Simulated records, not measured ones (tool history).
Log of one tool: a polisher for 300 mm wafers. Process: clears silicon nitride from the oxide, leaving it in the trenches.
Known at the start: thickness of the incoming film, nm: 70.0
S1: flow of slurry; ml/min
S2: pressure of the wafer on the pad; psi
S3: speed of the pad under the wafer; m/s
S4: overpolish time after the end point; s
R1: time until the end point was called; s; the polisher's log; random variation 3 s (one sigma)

run 1 hour=0 | S1=270 S2=1.9 S3=1.02 S4=9 | R1=128.26
run 2 hour=7 | S1=270 S2=1.7 S3=1 S4=9 | R1=144.5
run 3 hour=15.3 | S1=270 S2=1.5 S3=1 S4=9 | R1=161.67
run 4 hour=22.8 | S1=270 S2=1.4 S3=1 S4=9 | R1=171.38
run 5 hour=30.1 | S1=270 S2=1.4 S3=1 S4=9 | R1=172.76
run 6 hour=31.6 | S1=270 S2=1.4 S3=1.14 S4=9 | R1=152.48

Forecast run 7:
run 7 hour=37.1 | S1=270 S2=1.3 S3=1.14 S4=9 | R1=?

{"run 7": {"R1": 167.8}}

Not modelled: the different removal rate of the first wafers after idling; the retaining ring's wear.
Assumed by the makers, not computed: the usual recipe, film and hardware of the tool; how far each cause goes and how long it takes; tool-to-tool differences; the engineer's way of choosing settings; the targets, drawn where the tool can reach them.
